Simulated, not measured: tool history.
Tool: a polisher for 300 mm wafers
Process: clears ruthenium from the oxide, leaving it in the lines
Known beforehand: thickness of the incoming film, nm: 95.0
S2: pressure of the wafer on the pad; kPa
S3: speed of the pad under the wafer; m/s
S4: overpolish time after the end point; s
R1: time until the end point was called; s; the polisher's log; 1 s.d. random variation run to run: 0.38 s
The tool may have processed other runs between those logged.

Run 1, hour 0.0: flow of slurry (ml/min) 215, S2 17.9 kPa, S3 0.78 m/s, S4 24 s. Result: R1 75.830 s.
Run 2, hour 5.5: flow of slurry (ml/min) 220, S2 20.7 kPa, S3 0.78 m/s, S4 24 s. Result: R1 65.373 s.
Run 3, hour 12.6: flow of slurry (ml/min) 240, S2 20.7 kPa, S3 0.78 m/s, S4 24 s. Result: R1 65.002 s.
Run 4, hour 16.7: flow of slurry (ml/min) 240, S2 22.8 kPa, S3 0.78 m/s, S4 24 s. Result: R1 59.407 s.
Run 5, hour 24.7: flow of slurry (ml/min) 240, S2 24.1 kPa, S3 0.78 m/s, S4 24 s. Result: R1 56.077 s.
Run 6, hour 29.3: flow of slurry (ml/min) 240, S2 25.5 kPa, S3 0.78 m/s, S4 24 s. Result: R1 52.401 s.
Run 7, hour 36.7: flow of slurry (ml/min) 240, S2 26.2 kPa, S3 0.78 m/s, S4 24 s. Result: R1 51.765 s.
Run 8, hour 40.8: flow of slurry (ml/min) 250, S2 26.9 kPa, S3 0.78 m/s, S4 24 s. Result: R1 50.233 s.

For run 9, what comes out?
Run 9, hour 49.1: flow of slurry (ml/min) 250, S2 26.9 kPa, S3 0.80 m/s, S4 24 s. Result: R1 ?.

Run 9 measured R1 48.972 s.
